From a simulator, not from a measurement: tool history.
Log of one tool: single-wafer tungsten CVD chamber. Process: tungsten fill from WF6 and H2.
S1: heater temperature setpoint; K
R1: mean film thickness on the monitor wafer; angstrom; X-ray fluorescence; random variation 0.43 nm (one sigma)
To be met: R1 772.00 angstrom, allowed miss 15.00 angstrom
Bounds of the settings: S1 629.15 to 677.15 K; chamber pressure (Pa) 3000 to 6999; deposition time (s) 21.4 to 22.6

{"run": 1, "hour": 0.0, "S1": 653.15, "chamber pressure (Pa)": 5000, "deposition time (s)": 22.6, "R1": 506.5}
{"run": 2, "hour": 4.2, "S1": 653.15, "chamber pressure (Pa)": 5000, "deposition time (s)": 22.6, "R1": 497.7}
{"run": 3, "hour": 7.3, "S1": 656.15, "chamber pressure (Pa)": 5013, "deposition time (s)": 22.6, "R1": 539.83}
{"run": 4, "hour": 7.9, "S1": 658.15, "chamber pressure (Pa)": 5026, "deposition time (s)": 22.6, "R1": 574.12}
{"run": 5, "hour": 12.8, "S1": 660.15, "chamber pressure (Pa)": 5026, "deposition time (s)": 22.6, "R1": 593.58}
{"run": 6, "hour": 13.4, "S1": 662.15, "chamber pressure (Pa)": 5026, "deposition time (s)": 22.6, "R1": 614.51}
{"run": 7, "hour": 20.6, "S1": 662.15, "chamber pressure (Pa)": 5026, "deposition time (s)": 22.6, "R1": 618.24}
{"run": 8, "hour": 22.2, "S1": 663.15, "chamber pressure (Pa)": 5026, "deposition time (s)": 22.6, "R1": 631.4}
{"run": 9, "hour": 26.8, "S1": 664.15, "chamber pressure (Pa)": 5026, "deposition time (s)": 22.6, "R1": 644.55}
{"run": 10, "hour": 31.9, "S1": 674.15, "chamber pressure (Pa)": 5066, "deposition time (s)": 22.6, "R1": 793.34}

Which of these 5 next moves meets every target?
{"run": "A", "hour": 37.0, "S1": 676.15, "chamber pressure (Pa)": 4666, "deposition time (s)": 22.6, "R1": "?"}
{"run": "B", "hour": 37.0, "S1": 675.15, "chamber pressure (Pa)": 4893, "deposition time (s)": 22.6, "R1": "?"}
{"run": "C", "hour": 37.0, "S1": 677.15, "chamber pressure (Pa)": 4520, "deposition time (s)": 22.3, "R1": "?"}
{"run": "D", "hour": 37.0, "S1": 677.15, "chamber pressure (Pa)": 5240, "deposition time (s)": 21.7, "R1": "?"}
{"run": "E", "hour": 37.0, "S1": 673.15, "chamber pressure (Pa)": 4800, "deposition time (s)": 22.6, "R1": "?"}

move=A R1=809.05
move=B R1=806.41
move=C R1=805.25
move=D R1=825.71
move=E R1=769.32
A: further off than the last run
B: further off than the last run
C: further off than the last run
D: further off than the last run
E: meets every target
Move E is the one to make.
